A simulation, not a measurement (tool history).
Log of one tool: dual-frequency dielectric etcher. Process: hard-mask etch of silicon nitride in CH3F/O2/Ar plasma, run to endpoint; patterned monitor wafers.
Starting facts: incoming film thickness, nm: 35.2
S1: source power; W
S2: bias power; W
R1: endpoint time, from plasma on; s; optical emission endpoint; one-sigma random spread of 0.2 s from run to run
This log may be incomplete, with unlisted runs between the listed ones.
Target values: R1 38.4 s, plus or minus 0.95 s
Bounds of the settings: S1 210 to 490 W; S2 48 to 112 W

run 1 hour=0 | S1=350 S2=80 | R1=50.227
run 2 hour=4 | S1=350 S2=68 | R1=55.503
run 3 hour=7.2 | S1=380 S2=76 | R1=49.7
run 4 hour=13.6 | S1=410 S2=80 | R1=46.552
run 5 hour=21.8 | S1=410 S2=66 | R1=51.626
run 6 hour=24.9 | S1=430 S2=72 | R1=48.274
run 7 hour=29.2 | S1=440 S2=77 | R1=46.43
run 8 hour=35.3 | S1=450 S2=82 | R1=43.607
run 9 hour=43.9 | S1=450 S2=82 | R1=43.638
run 10 hour=49.5 | S1=460 S2=85 | R1=42.828
run 11 hour=52.6 | S1=470 S2=88 | R1=41.195

5 next moves are on the table. One of them brings every result within its allowed miss. Which?
run A hour=55.7 | S1=440 S2=87 | R1=?
run B hour=55.7 | S1=490 S2=105 | R1=?
run C hour=55.7 | S1=490 S2=96 | R1=?
run D hour=55.7 | S1=430 S2=81 | R1=?
run E hour=55.7 | S1=490 S2=84 | R1=?

move=A R1=43.177
move=B R1=37.247
move=C R1=39.027
move=D R1=45.37
move=E R1=41.899
A: lands further from the targets than the last run did
B: the result that was furthest off in the last run now lies on the other side of its target
C: all results in spec
D: lands further from the targets than the last run did
E: lands further from the targets than the last run did
The right move is C.
